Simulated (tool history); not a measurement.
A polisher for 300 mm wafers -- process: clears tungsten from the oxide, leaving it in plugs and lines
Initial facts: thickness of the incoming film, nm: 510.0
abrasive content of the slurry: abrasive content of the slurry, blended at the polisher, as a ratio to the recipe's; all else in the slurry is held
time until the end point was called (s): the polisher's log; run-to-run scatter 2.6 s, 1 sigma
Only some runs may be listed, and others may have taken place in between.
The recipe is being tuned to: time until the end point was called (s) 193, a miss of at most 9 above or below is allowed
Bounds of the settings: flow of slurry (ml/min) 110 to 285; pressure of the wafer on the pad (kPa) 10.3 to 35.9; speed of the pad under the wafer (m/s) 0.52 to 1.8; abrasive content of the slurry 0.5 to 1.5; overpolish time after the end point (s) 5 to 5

run	hour	flow of slurry (ml/min)	pressure of the wafer on the pad (kPa)	speed of the pad under the wafer (m/s)	abrasive content of the slurry	overpolish time after the end point (s)	time until the end point was called (s)
1	0	180	22.8	1.16	1	5	105.36
2	2.4	180	20.7	1.14	1	5	115.72
3	3.9	180	19.3	1.12	1	5	121.97
4	5.5	160	19.3	1.12	1	5	129.12
5	6.7	195	19.3	1.12	1	5	125.93
6	14.3	195	19.3	1.12	1.1	5	122.08
7	23.1	195	17.9	1.1	1.1	5	128.67
8	29.5	195	16.5	1.08	1.1	5	146.35
9	32	195	16.5	1.08	1.1	5	143.52
10	34.3	195	15.9	1.08	1.1	5	150.12
11	37.2	195	15.2	1.08	1.1	5	154.67
12	38.9	195	14.5	1.08	1.1	5	165.47
13	47	195	13.8	1.08	1.1	5	171.28

Below are 5 possible settings for the next run. Only one of them brings all results inside the allowed miss of their targets. Which is it?
A	55.1	125	15.9	0.98	1.3	5	?
B	55.1	160	13.1	1.16	1.1	5	?
C	55.1	205	12.4	1.04	1.15	5	?
D	55.1	150	14.5	1.02	1.15	5	?
E	55.1	175	11.7	1.3	1.05	5	?

move	time until the end point was called (s)
A	168.08
B	174.97
C	194.63
D	178.45
E	175.15
A: the biggest miss grows against the last run
B: closes in on the targets versus the last run, not all within tolerance yet
C: in spec on every target
D: closes in on the targets versus the last run, not all within tolerance yet
E: closes in on the targets versus the last run, not all within tolerance yet
Move C is the one to make.
